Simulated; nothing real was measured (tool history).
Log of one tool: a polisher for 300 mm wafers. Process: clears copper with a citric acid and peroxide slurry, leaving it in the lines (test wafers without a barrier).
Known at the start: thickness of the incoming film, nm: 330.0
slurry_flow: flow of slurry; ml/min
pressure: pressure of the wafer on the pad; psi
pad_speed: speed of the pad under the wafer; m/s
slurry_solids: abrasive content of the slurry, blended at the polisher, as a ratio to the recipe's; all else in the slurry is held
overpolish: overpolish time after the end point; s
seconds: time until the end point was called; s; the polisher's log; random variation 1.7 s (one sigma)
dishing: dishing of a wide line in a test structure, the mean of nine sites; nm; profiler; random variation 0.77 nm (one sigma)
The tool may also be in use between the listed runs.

Run 1, day 0.000: slurry_flow 280 ml/min, pressure 3.9 psi, pad_speed 0.84 m/s, slurry_solids 1.0, overpolish 10 s. Result: seconds 112.090 s, dishing 17.861 nm.
Run 2, day 0.225: slurry_flow 280 ml/min, pressure 4.0 psi, pad_speed 0.84 m/s, slurry_solids 1.0, overpolish 11 s. Result: seconds 112.210 s, dishing 19.299 nm.
Run 3, day 0.325: slurry_flow 280 ml/min, pressure 4.1 psi, pad_speed 0.84 m/s, slurry_solids 1.0, overpolish 12 s. Result: seconds 109.820 s, dishing 22.374 nm.
Run 4, day 0.621: slurry_flow 280 ml/min, pressure 4.1 psi, pad_speed 0.84 m/s, slurry_solids 1.0, overpolish 10 s. Result: seconds 107.640 s, dishing 19.426 nm.
Run 5, day 0.800: slurry_flow 280 ml/min, pressure 4.1 psi, pad_speed 0.84 m/s, slurry_solids 1.0, overpolish 7 s. Result: seconds 111.590 s, dishing 13.369 nm.
Run 6, day 0.862: slurry_flow 320 ml/min, pressure 4.1 psi, pad_speed 0.84 m/s, slurry_solids 1.0, overpolish 7 s. Result: seconds 112.060 s, dishing 13.586 nm.

Forecast run 7:
Run 7, day 0.992: slurry_flow 330 ml/min, pressure 4.5 psi, pad_speed 0.84 m/s, slurry_solids 1.0, overpolish 12 s. Result: seconds ?, dishing ?.

seconds: 98.414 s
dishing: 24.905 nm
